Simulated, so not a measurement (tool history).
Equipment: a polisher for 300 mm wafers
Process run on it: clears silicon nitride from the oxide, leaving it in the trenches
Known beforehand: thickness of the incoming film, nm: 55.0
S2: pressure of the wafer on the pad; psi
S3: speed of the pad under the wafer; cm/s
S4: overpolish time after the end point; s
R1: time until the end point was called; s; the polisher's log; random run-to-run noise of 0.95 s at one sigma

{"run": 1, "day": 0.0, "flow of slurry (ml/min)": 230, "S2": 1.8, "S3": 112, "S4": 24, "R1": 79.823}
{"run": 2, "day": 0.183, "flow of slurry (ml/min)": 230, "S2": 1.8, "S3": 112, "S4": 24, "R1": 82.491}
{"run": 3, "day": 0.558, "flow of slurry (ml/min)": 230, "S2": 1.9, "S3": 114, "S4": 24, "R1": 76.965}
{"run": 4, "day": 0.862, "flow of slurry (ml/min)": 230, "S2": 1.6, "S3": 114, "S4": 24, "R1": 86.966}
{"run": 5, "day": 1.104, "flow of slurry (ml/min)": 230, "S2": 1.8, "S3": 116, "S4": 24, "R1": 79.217}
{"run": 6, "day": 1.212, "flow of slurry (ml/min)": 230, "S2": 2, "S3": 118, "S4": 24, "R1": 72.338}
{"run": 7, "day": 1.321, "flow of slurry (ml/min)": 230, "S2": 2.1, "S3": 120, "S4": 24, "R1": 65.406}

Estimate the outcome of run 8 from the log above:
{"run": 8, "day": 1.383, "flow of slurry (ml/min)": 230, "S2": 2.2, "S3": 120, "S4": 24, "R1": "?"}

R1: 64.092 s

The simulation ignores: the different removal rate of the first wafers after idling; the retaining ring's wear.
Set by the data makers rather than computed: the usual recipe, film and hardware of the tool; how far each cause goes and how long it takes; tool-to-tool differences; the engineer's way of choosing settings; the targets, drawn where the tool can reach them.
